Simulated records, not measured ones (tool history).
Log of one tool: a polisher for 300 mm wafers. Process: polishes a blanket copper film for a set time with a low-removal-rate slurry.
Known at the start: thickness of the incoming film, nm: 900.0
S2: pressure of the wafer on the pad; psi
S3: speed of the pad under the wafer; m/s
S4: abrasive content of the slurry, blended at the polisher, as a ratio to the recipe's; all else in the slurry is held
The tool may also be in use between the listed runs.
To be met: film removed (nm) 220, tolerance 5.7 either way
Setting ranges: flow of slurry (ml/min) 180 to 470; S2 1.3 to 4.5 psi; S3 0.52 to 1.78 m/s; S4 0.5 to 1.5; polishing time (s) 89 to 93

Run 1, hour 0: flow of slurry (ml/min) 300, S2 2.9 psi, S3 1.14 m/s, S4 1, polishing time (s) 89. Result: film removed (nm) 265.39.
Run 2, hour 2.4: flow of slurry (ml/min) 300, S2 2.7 psi, S3 1.14 m/s, S4 1, polishing time (s) 89. Result: film removed (nm) 246.56.
Run 3, hour 3.3: flow of slurry (ml/min) 255, S2 2.7 psi, S3 1.14 m/s, S4 1, polishing time (s) 89. Result: film removed (nm) 241.6.
Run 4, hour 9: flow of slurry (ml/min) 255, S2 2.7 psi, S3 1.14 m/s, S4 1, polishing time (s) 93. Result: film removed (nm) 252.3.
Run 5, hour 11.5: flow of slurry (ml/min) 215, S2 2.7 psi, S3 1.14 m/s, S4 1, polishing time (s) 93. Result: film removed (nm) 247.36.
Run 6, hour 15.1: flow of slurry (ml/min) 210, S2 2.6 psi, S3 1.14 m/s, S4 1, polishing time (s) 93. Result: film removed (nm) 241.31.
Run 7, hour 17.4: flow of slurry (ml/min) 205, S2 2.5 psi, S3 1.14 m/s, S4 1, polishing time (s) 93. Result: film removed (nm) 230.24.
Run 8, hour 23.7: flow of slurry (ml/min) 200, S2 2.5 psi, S3 1.14 m/s, S4 1, polishing time (s) 93. Result: film removed (nm) 231.01.
Run 9, hour 25.5: flow of slurry (ml/min) 195, S2 2.5 psi, S3 1.14 m/s, S4 1, polishing time (s) 93. Result: film removed (nm) 227.88.
Run 10, hour 31.7: flow of slurry (ml/min) 190, S2 2.5 psi, S3 1.14 m/s, S4 1, polishing time (s) 93. Result: film removed (nm) 228.91.

Consider the 4 candidate settings below. Which is the only one whose results all fall within their allowed miss of target?
Run A, hour 37.9: flow of slurry (ml/min) 215, S2 1.8 psi, S3 1.32 m/s, S4 1.3, polishing time (s) 93. Result: film removed (nm) ?.
Run B, hour 37.9: flow of slurry (ml/min) 185, S2 2.4 psi, S3 1.24 m/s, S4 0.95, polishing time (s) 92. Result: film removed (nm) ?.
Run C, hour 37.9: flow of slurry (ml/min) 185, S2 2.2 psi, S3 1.3 m/s, S4 0.8, polishing time (s) 93. Result: film removed (nm) ?.
Run D, hour 37.9: flow of slurry (ml/min) 200, S2 3.1 psi, S3 0.86 m/s, S4 1.1, polishing time (s) 89. Result: film removed (nm) ?.

move  film removed (nm)
   A             202.86
   B             230.58
   C              217.8
   D                208
A: takes the result that was furthest off past its target
B: further off than the last run
C: meets every target
D: takes the result that was furthest off past its target
Answer: C
